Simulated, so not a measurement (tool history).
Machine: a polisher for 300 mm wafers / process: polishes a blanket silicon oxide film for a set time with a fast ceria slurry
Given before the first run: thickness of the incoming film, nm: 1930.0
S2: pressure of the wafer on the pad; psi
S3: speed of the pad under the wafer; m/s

run 1 hour=0.0 | flow_of_slurry_(ml/min)=120 S2=2.9 S3=0.78 polishing_time_(s)=75 | film_removed_(nm)=1063.60
run 2 hour=6.5 | flow_of_slurry_(ml/min)=100 S2=2.9 S3=0.78 polishing_time_(s)=75 | film_removed_(nm)=1066.30
run 3 hour=7.2 | flow_of_slurry_(ml/min)=100 S2=2.6 S3=0.78 polishing_time_(s)=75 | film_removed_(nm)=923.50
run 4 hour=12.2 | flow_of_slurry_(ml/min)=100 S2=2.9 S3=0.78 polishing_time_(s)=75 | film_removed_(nm)=1039.80
run 5 hour=18.4 | flow_of_slurry_(ml/min)=100 S2=2.5 S3=0.78 polishing_time_(s)=75 | film_removed_(nm)=906.19
run 6 hour=25.4 | flow_of_slurry_(ml/min)=100 S2=2.0 S3=0.78 polishing_time_(s)=75 | film_removed_(nm)=777.84
run 7 hour=31.6 | flow_of_slurry_(ml/min)=95 S2=1.4 S3=0.76 polishing_time_(s)=75 | film_removed_(nm)=573.31

Estimate the outcome of run 8 from the log above:
run 8 hour=40.0 | flow_of_slurry_(ml/min)=100 S2=1.5 S3=0.76 polishing_time_(s)=75 | film_removed_(nm)=?

{"run 8": {"film removed (nm)": 590.09}}
